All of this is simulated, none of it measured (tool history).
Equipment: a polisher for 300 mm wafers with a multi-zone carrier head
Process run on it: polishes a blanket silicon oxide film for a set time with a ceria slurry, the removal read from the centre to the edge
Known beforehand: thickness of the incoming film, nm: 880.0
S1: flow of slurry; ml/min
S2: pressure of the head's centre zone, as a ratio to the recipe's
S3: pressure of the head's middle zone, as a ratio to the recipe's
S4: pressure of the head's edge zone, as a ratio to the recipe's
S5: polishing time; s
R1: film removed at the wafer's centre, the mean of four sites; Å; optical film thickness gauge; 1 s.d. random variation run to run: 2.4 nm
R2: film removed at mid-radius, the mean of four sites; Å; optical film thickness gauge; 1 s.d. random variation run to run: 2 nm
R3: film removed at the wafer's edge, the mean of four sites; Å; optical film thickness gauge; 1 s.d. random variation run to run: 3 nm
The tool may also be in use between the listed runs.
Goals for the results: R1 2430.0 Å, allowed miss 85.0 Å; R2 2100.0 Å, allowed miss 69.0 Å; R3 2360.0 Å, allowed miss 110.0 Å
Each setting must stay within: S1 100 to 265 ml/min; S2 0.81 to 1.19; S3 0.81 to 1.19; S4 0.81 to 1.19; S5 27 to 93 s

run,hour,S1,S2,S3,S4,S5,R1,R2,R3
1,0.0,170,1.00,1.00,1.00,59,2800.4,2677.6,2750.4
2,5.0,160,0.99,0.96,0.97,58,2713.2,2521.5,2591.6
3,10.9,150,0.98,0.92,0.97,57,2610.6,2399.5,2555.2
4,16.0,175,0.98,0.92,0.97,57,2657.8,2438.4,2606.6
5,18.0,165,0.97,0.89,0.96,56,2578.8,2361.2,2549.8
6,19.7,155,0.97,0.87,0.95,55,2533.2,2227.8,2401.2
7,25.9,155,0.97,0.87,0.95,55,2504.0,2221.2,2470.7
8,32.1,150,0.97,0.86,0.94,55,2492.8,2165.2,2384.9
9,34.3,145,0.97,0.86,0.94,55,2475.3,2212.2,2423.4

Exactly one of the 5 candidate moves below puts every result within its allowed miss. Which one?
A,36.5,155,0.96,0.81,0.98,57,?,?,?
B,36.5,140,0.94,0.96,0.89,54,?,?,?
C,36.5,115,1.01,0.81,1.05,53,?,?,?
D,36.5,130,1.04,0.94,0.84,53,?,?,?
E,36.5,155,0.96,0.82,0.88,54,?,?,?

move,R1,R2,R3
A,2579.2,2126.4,2534.5
B,2358.9,2288.1,2269.4
C,2409.7,1897.8,2367.3
D,2532.8,2183.3,2155.3
E,2443.6,2035.0,2283.8
A: gets the furthest-off result to its target, but another result is out of tolerance
B: misses by more than the last run did
C: the result that was furthest off in the last run now lies on the other side of its target
D: misses by more than the last run did
E: meets every target
E is the move that brings every result within its allowed miss.

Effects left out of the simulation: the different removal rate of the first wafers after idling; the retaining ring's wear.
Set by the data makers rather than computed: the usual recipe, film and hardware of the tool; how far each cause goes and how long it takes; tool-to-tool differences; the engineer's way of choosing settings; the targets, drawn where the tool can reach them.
